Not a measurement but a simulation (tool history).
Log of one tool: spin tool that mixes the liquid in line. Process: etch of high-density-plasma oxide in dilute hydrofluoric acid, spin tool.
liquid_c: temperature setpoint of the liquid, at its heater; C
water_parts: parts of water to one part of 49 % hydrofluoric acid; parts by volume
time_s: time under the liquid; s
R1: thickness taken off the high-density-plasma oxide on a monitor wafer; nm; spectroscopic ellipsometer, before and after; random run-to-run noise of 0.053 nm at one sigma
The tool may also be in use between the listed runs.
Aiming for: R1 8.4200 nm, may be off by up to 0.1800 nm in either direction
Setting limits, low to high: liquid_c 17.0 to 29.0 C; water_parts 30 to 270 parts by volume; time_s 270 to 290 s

Run 1, hour 0.0: liquid_c 21.0 C, water_parts 150 parts by volume, time_s 270 s. Result: R1 16.0370 nm.
Run 2, hour 3.4: liquid_c 24.0 C, water_parts 150 parts by volume, time_s 270 s. Result: R1 17.5240 nm.
Run 3, hour 9.0: liquid_c 24.0 C, water_parts 95 parts by volume, time_s 270 s. Result: R1 29.8770 nm.
Run 4, hour 17.0: liquid_c 27.0 C, water_parts 95 parts by volume, time_s 270 s. Result: R1 33.8300 nm.
Run 5, hour 22.0: liquid_c 27.0 C, water_parts 70 parts by volume, time_s 270 s. Result: R1 47.3520 nm.
Run 6, hour 24.4: liquid_c 27.0 C, water_parts 40 parts by volume, time_s 270 s. Result: R1 87.0500 nm.
Run 7, hour 30.1: liquid_c 24.0 C, water_parts 85 parts by volume, time_s 270 s. Result: R1 33.8930 nm.
Run 8, hour 31.0: liquid_c 21.5 C, water_parts 115 parts by volume, time_s 270 s. Result: R1 22.1850 nm.
Run 9, hour 37.2: liquid_c 21.5 C, water_parts 115 parts by volume, time_s 270 s. Result: R1 21.7630 nm.
Run 10, hour 45.2: liquid_c 20.0 C, water_parts 140 parts by volume, time_s 270 s. Result: R1 16.5730 nm.
Run 11, hour 48.6: liquid_c 17.0 C, water_parts 200 parts by volume, time_s 270 s. Result: R1 9.5585 nm.
Run 12, hour 49.8: liquid_c 17.0 C, water_parts 205 parts by volume, time_s 270 s. Result: R1 9.5000 nm.
Run 13, hour 57.2: liquid_c 17.0 C, water_parts 205 parts by volume, time_s 270 s. Result: R1 9.3423 nm.
Run 14, hour 59.2: liquid_c 17.0 C, water_parts 210 parts by volume, time_s 270 s. Result: R1 9.1632 nm.
Run 15, hour 65.6: liquid_c 17.0 C, water_parts 215 parts by volume, time_s 270 s. Result: R1 8.7568 nm.

Which one of the following 4 next-run settings gets every result inside its allowed miss? There is exactly one.
Run A, hour 72.0: liquid_c 20.0 C, water_parts 235 parts by volume, time_s 270 s. Result: R1 ?.
Run B, hour 72.0: liquid_c 17.0 C, water_parts 230 parts by volume, time_s 270 s. Result: R1 ?.
Run C, hour 72.0: liquid_c 17.0 C, water_parts 235 parts by volume, time_s 285 s. Result: R1 ?.
Run D, hour 72.0: liquid_c 17.0 C, water_parts 225 parts by volume, time_s 285 s. Result: R1 ?.

move      R1
   A  8.8634
   B  8.1042
   C  8.3354
   D  8.7835
A: the biggest miss grows against the last run
B: pushes the last run's worst result past its target
C: meets every target
D: the biggest miss grows against the last run
Move C is the one to make.
